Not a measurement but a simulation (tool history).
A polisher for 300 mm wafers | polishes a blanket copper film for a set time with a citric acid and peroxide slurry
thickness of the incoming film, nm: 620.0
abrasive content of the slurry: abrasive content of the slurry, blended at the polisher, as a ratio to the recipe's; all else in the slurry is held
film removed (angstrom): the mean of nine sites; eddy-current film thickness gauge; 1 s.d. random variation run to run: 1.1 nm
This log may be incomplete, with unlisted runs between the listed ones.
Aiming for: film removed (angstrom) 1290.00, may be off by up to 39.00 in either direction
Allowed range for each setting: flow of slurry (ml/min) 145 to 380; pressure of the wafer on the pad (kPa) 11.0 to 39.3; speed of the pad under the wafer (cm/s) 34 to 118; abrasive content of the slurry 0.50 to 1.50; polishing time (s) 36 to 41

run  hour  flow of slurry (ml/min)  pressure of the wafer on the pad (kPa)  speed of the pad under the wafer (cm/s)  abrasive content of the slurry  polishing time (s)  film removed (angstrom)
  1   0.0                      245                                    24.8                                       76                            1.00                  41                   699.17
  2   5.9                      250                                    29.6                                       76                            1.00                  41                   785.84
  3  12.9                      250                                    29.6                                       94                            1.00                  41                   955.30
  4  15.9                      250                                    29.6                                       94                            1.00                  41                   964.39
  5  20.2                      280                                    29.6                                       94                            1.00                  41                   981.35
  6  23.1                      290                                    32.4                                       94                            1.00                  41                  1060.70
  7  31.5                      290                                    34.5                                       94                            1.00                  41                  1069.70
  8  32.0                      290                                    35.9                                       96                            1.00                  41                  1151.60
  9  33.1                      290                                    37.2                                       98                            1.00                  41                  1194.80
 10  41.9                      295                                    37.9                                       98                            1.00                  41                  1225.40
 11  45.4                      295                                    37.9                                       98                            1.00                  41                  1192.80
 12  47.3                      300                                    38.6                                      100                            1.00                  41                  1232.20

5 next moves are on the table. One of them brings every result within its allowed miss. Which?
  A  49.2                      295                                    39.3                                      100                            0.95                  38                        ?
  B  49.2                      315                                    35.9                                      112                            1.30                  37                        ?
  C  49.2                      355                                    38.6                                       98                            0.95                  39                        ?
  D  49.2                      280                                    39.3                                      108                            1.00                  41                        ?
  E  49.2                      270                                    39.3                                      102                            0.90                  39                        ?

move  film removed (angstrom)
   A                  1159.60
   B                  1313.80
   C                  1171.30
   D                  1364.80
   E                  1181.50
A: moves away from the targets compared with the last run
B: all results land within tolerance of their targets
C: moves away from the targets compared with the last run
D: moves the result that the last run missed by most past its target, out the other side
E: moves away from the targets compared with the last run
Move B is the one to make.
